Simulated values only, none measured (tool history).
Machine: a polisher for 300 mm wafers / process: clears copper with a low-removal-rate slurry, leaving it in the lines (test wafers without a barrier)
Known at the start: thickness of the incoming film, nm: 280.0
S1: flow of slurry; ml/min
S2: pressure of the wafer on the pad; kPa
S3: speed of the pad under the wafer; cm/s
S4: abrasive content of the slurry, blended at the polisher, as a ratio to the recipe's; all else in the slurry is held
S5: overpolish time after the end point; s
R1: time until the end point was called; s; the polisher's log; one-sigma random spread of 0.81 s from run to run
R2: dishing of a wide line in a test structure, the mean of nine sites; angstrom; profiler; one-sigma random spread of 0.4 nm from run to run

{"run": 1, "day": 0.0, "S1": 225, "S2": 14.5, "S3": 112, "S4": 1, "S5": 17, "R1": 124.1, "R2": 246.06}
{"run": 2, "day": 0.354, "S1": 225, "S2": 15.2, "S3": 112, "S4": 1, "S5": 15, "R1": 116.12, "R2": 233.49}
{"run": 3, "day": 0.504, "S1": 225, "S2": 15.9, "S3": 112, "S4": 1, "S5": 14, "R1": 110.55, "R2": 235.18}
{"run": 4, "day": 0.588, "S1": 225, "S2": 17.2, "S3": 112, "S4": 1, "S5": 14, "R1": 103.19, "R2": 249.05}
{"run": 5, "day": 0.746, "S1": 225, "S2": 15.2, "S3": 112, "S4": 1, "S5": 14, "R1": 118.73, "R2": 230.75}
{"run": 6, "day": 0.871, "S1": 170, "S2": 15.2, "S3": 112, "S4": 1, "S5": 14, "R1": 120.98, "R2": 212.09}
{"run": 7, "day": 1.158, "S1": 180, "S2": 19.3, "S3": 116, "S4": 1, "S5": 6, "R1": 92.15, "R2": 137.31}
{"run": 8, "day": 1.225, "S1": 190, "S2": 19.3, "S3": 116, "S4": 1, "S5": 7, "R1": 90.497, "R2": 156.78}
{"run": 9, "day": 1.354, "S1": 200, "S2": 19.3, "S3": 116, "S4": 1, "S5": 7, "R1": 90.617, "R2": 156.8}
{"day": 1.675, "done": "worn pad replaced by a new one"}
{"run": 10, "day": 1.675, "S1": 210, "S2": 19.3, "S3": 116, "S4": 1, "S5": 7, "R1": 83.682, "R2": 166.23}

Forecast run 11:
{"run": 11, "day": 1.983, "S1": 215, "S2": 19.3, "S3": 116, "S4": 1, "S5": 7, "R1": "?", "R2": "?"}

R1: 83.657 s
R2: 162.78 angstrom
